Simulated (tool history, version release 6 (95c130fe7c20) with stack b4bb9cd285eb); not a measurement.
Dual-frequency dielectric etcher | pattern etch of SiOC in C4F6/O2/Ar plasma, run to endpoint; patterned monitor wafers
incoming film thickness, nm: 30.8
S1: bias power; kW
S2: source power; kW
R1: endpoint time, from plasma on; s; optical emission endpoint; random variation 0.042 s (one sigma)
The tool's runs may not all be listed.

{"run": 1, "hour": 0.0, "S1": 0.588, "S2": 0.3, "R1": 10.943}
{"run": 2, "hour": 3.8, "S1": 0.588, "S2": 0.26, "R1": 11.598}
{"run": 3, "hour": 8.1, "S1": 0.615, "S2": 0.27, "R1": 11.127}
{"run": 4, "hour": 16.2, "S1": 0.639, "S2": 0.28, "R1": 10.867}
{"run": 5, "hour": 21.5, "S1": 0.6, "S2": 0.28, "R1": 11.087}
{"run": 6, "hour": 23.3, "S1": 0.625, "S2": 0.29, "R1": 10.77}
{"run": 7, "hour": 29.9, "S1": 0.647, "S2": 0.3, "R1": 10.389}
{"run": 8, "hour": 34.0, "S1": 0.667, "S2": 0.3, "R1": 10.358}

Run 9 comes next. What will it give?
{"run": 9, "hour": 35.4, "S1": 0.685, "S2": 0.31, "R1": "?"}

R1: 9.9849 s
